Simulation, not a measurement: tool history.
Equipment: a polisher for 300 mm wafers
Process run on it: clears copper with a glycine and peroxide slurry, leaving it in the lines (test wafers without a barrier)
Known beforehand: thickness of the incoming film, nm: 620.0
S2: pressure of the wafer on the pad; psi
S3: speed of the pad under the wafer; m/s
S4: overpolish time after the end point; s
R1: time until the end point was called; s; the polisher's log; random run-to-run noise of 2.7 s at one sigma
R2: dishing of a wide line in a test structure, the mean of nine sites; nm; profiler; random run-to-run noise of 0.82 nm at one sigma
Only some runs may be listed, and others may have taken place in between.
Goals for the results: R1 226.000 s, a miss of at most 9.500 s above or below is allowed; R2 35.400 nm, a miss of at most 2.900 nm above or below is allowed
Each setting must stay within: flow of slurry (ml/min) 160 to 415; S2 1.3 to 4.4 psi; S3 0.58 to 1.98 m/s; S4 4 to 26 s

{"run": 1, "hour": 0.0, "flow of slurry (ml/min)": 265, "S2": 2.8, "S3": 1.28, "S4": 13, "R1": 98.67, "R2": 55.388}
{"run": 2, "hour": 2.8, "flow of slurry (ml/min)": 265, "S2": 2.6, "S3": 1.22, "S4": 13, "R1": 104.11, "R2": 53.009}
{"run": 3, "hour": 11.6, "flow of slurry (ml/min)": 265, "S2": 2.6, "S3": 1.22, "S4": 18, "R1": 107.35, "R2": 69.735}
{"run": 4, "hour": 15.8, "flow of slurry (ml/min)": 265, "S2": 3.1, "S3": 1.22, "S4": 18, "R1": 91.251, "R2": 77.67}
{"run": 5, "hour": 21.7, "flow of slurry (ml/min)": 265, "S2": 3.1, "S3": 1.04, "S4": 18, "R1": 106.69, "R2": 74.409}
{"run": 6, "hour": 24.1, "flow of slurry (ml/min)": 265, "S2": 3.1, "S3": 1.04, "S4": 20, "R1": 108.03, "R2": 76.245}
{"run": 7, "hour": 31.7, "flow of slurry (ml/min)": 255, "S2": 2.3, "S3": 0.68, "S4": 16, "R1": 186.56, "R2": 41.145}
{"run": 8, "hour": 38.1, "flow of slurry (ml/min)": 255, "S2": 2.2, "S3": 0.68, "S4": 16, "R1": 192.65, "R2": 38.963}
{"run": 9, "hour": 39.6, "flow of slurry (ml/min)": 255, "S2": 1.6, "S3": 0.66, "S4": 17, "R1": 246.98, "R2": 33.294}

Of the 5 settings listed for the next run, only one would bring every result within its allowed miss of target. Which one?
{"run": "A", "hour": 41.1, "flow of slurry (ml/min)": 345, "S2": 1.5, "S3": 0.6, "S4": 16, "R1": "?", "R2": "?"}
{"run": "B", "hour": 41.1, "flow of slurry (ml/min)": 230, "S2": 1.4, "S3": 0.68, "S4": 20, "R1": "?", "R2": "?"}
{"run": "C", "hour": 41.1, "flow of slurry (ml/min)": 275, "S2": 1.5, "S3": 0.62, "S4": 19, "R1": "?", "R2": "?"}
{"run": "D", "hour": 41.1, "flow of slurry (ml/min)": 330, "S2": 1.8, "S3": 0.64, "S4": 17, "R1": "?", "R2": "?"}
{"run": "E", "hour": 41.1, "flow of slurry (ml/min)": 225, "S2": 1.6, "S3": 0.66, "S4": 18, "R1": "?", "R2": "?"}

move=A R1=261.020 R2=29.233
move=B R1=263.050 R2=35.352
move=C R1=261.320 R2=34.111
move=D R1=224.140 R2=35.519
move=E R1=247.170 R2=34.134
A: misses by more than the last run did
B: misses by more than the last run did
C: misses by more than the last run did
D: all results in spec
E: no nearer and no further than the last run
D meets every target.

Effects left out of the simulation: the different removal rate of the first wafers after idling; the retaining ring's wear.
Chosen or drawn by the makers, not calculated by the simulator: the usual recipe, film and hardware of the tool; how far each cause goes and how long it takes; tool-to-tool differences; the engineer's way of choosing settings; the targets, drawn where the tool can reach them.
